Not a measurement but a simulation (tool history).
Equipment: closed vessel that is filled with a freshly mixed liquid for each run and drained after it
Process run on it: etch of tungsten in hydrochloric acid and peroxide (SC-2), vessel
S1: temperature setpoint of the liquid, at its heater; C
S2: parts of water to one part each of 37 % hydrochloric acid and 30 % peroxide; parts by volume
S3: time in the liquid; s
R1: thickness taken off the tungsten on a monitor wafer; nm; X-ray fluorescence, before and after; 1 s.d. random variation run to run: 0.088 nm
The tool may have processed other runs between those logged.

run  hour  S1   S2   S3      R1
  1   0.0  59  9.5  115  28.064
  2   9.2  59  9.5   90  22.020
  3  10.5  59  8.0   90  25.284
  4  14.0  56  8.0   90  20.926
  5  17.3  55  8.0   90  19.522
  6  21.0  54  8.0   90  18.224
  7  25.9  46  8.0   90  10.550

What will run 8 give?
     29.8  -- thermometer replaced
  8  29.8  47  8.0  90   ?

{"run 8": {"R1": 13.076}}
